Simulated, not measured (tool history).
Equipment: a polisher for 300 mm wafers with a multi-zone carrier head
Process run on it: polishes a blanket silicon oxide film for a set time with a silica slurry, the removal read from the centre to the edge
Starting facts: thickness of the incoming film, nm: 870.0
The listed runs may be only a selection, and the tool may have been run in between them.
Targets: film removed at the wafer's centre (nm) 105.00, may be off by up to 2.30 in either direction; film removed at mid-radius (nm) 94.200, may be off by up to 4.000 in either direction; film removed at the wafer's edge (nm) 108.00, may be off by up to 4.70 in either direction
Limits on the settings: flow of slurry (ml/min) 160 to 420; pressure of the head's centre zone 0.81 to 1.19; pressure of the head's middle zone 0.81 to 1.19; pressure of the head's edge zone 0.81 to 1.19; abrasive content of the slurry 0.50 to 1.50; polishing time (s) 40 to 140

run  hour  flow of slurry (ml/min)  pressure of the head's centre zone  pressure of the head's middle zone  pressure of the head's edge zone  abrasive content of the slurry  polishing time (s)  film removed at the wafer's centre (nm)  film removed at mid-radius (nm)  film removed at the wafer's edge (nm)
  1   0.0                      270                                1.00                                1.00                              1.00                            1.00                  90                                   246.45                          240.310                                 252.99
  2   4.2                      270                                1.00                                1.00                              0.94                            1.00                  90                                   246.77                          241.180                                 250.76
  3   7.8                      270                                1.00                                1.07                              0.94                            1.00                  90                                   247.52                          254.610                                 248.03
  4  16.5                      240                                0.99                                1.00                              0.91                            0.85                  74                                   191.58                          190.140                                 184.50
  5  18.2                      240                                0.99                                1.00                              0.91                            0.70                  74                                   174.99                          176.620                                 175.94
  6  22.7                      240                                0.99                                1.00                              0.91                            0.70                  62                                   149.23                          148.210                                 148.05
  7  29.6                      245                                0.99                                0.96                              0.92                            0.65                  56                                   131.17                          124.410                                 129.03
  8  36.0                      245                                0.97                                0.92                              0.92                            0.60                  55                                   123.23                          113.120                                 123.15
     37.4  -- edge zone pressure recalibrated
  9  37.4                      245                                0.94                                0.89                              0.90                            0.55                  55                                   116.33                          108.320                                 118.30

Below are 4 possible settings for the next run. Only one of them brings all results inside the allowed miss of their targets. Which is it?
  A  38.8                      225                                0.84                                0.83                              0.94                            0.50                  57                                        ?                                ?                                      ?
  B  38.8                      240                                0.95                                0.85                              0.96                            0.50                  51                                        ?                                ?                                      ?
  C  38.8                      195                                0.87                                0.83                              0.92                            0.50                  53                                        ?                                ?                                      ?
  D  38.8                      235                                1.01                                0.95                              0.83                            0.50                  51                                        ?                                ?                                      ?

move  film removed at the wafer's centre (nm)  film removed at mid-radius (nm)  film removed at the wafer's edge (nm)
   A                                   105.23                          103.020                                 119.64
   B                                   106.51                           94.625                                 108.68
   C                                    99.13                           94.106                                 108.70
   D                                   112.61                          103.520                                 101.37
A: the worst result of the last run now meets its target, but another is out of spec
B: every result within its allowed miss
C: the result that was furthest off in the last run now lies on the other side of its target
D: an improvement on the last run, though not all results are within tolerance
The move that meets every target is B.
